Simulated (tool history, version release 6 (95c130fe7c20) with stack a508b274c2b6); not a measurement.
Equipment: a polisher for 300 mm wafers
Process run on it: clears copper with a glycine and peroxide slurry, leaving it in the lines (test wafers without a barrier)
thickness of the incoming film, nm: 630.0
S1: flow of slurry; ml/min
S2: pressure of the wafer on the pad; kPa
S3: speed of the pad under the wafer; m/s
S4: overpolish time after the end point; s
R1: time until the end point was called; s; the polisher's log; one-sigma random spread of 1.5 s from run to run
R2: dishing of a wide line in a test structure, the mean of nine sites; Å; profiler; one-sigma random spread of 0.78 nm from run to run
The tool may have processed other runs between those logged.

{"run": 1, "hour": 0.0, "S1": 125, "S2": 14.5, "S3": 1.24, "S4": 21, "R1": 121.97, "R2": 546.31}
{"run": 2, "hour": 1.3, "S1": 105, "S2": 14.5, "S3": 1.24, "S4": 21, "R1": 128.26, "R2": 553.11}
{"run": 3, "hour": 2.6, "S1": 110, "S2": 14.5, "S3": 1.24, "S4": 20, "R1": 123.29, "R2": 535.98}
{"run": 4, "hour": 8.8, "S1": 130, "S2": 14.5, "S3": 1.24, "S4": 20, "R1": 119.88, "R2": 557.95}
{"run": 5, "hour": 9.4, "S1": 130, "S2": 14.5, "S3": 1.24, "S4": 12, "R1": 122.13, "R2": 381.01}
{"run": 6, "hour": 17.3, "S1": 115, "S2": 14.5, "S3": 1.24, "S4": 12, "R1": 124.42, "R2": 373.8}

Expected results for the next run?
{"run": 7, "hour": 18.0, "S1": 115, "S2": 15.2, "S3": 1.24, "S4": 12, "R1": "?", "R2": "?"}

{"run 7": {"R1": 119.01, "R2": 383.89}}
